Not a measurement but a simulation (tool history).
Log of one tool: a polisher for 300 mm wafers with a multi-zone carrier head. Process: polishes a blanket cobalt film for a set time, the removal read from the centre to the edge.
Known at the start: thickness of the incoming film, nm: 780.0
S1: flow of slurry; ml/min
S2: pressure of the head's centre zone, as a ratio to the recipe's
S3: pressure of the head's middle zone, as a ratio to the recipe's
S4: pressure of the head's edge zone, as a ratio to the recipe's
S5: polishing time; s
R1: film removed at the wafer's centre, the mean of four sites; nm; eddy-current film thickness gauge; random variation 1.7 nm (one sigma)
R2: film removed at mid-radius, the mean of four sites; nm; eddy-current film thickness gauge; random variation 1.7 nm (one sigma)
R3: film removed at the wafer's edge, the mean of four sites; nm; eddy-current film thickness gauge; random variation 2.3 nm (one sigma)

run	hour	S1	S2	S3	S4	S5	R1	R2	R3
1	0.0	125	1.00	1.00	1.00	62	131.21	129.71	131.47
2	7.7	140	1.05	1.05	1.00	66	152.88	146.17	141.86
3	14.1	150	1.07	1.09	0.99	70	169.04	163.32	150.46
4	16.1	160	1.09	1.12	0.99	73	181.10	174.00	157.67
5	21.3	160	1.09	1.12	1.06	73	180.61	175.67	165.88
6	30.1	160	1.09	1.12	1.06	81	201.64	193.98	182.07

Forecast run 7:
7	37.4	170	1.11	1.14	1.04	81	?	?	?

{"run 7": {"R1": 207.96, "R2": 197.33, "R3": 184.1}}
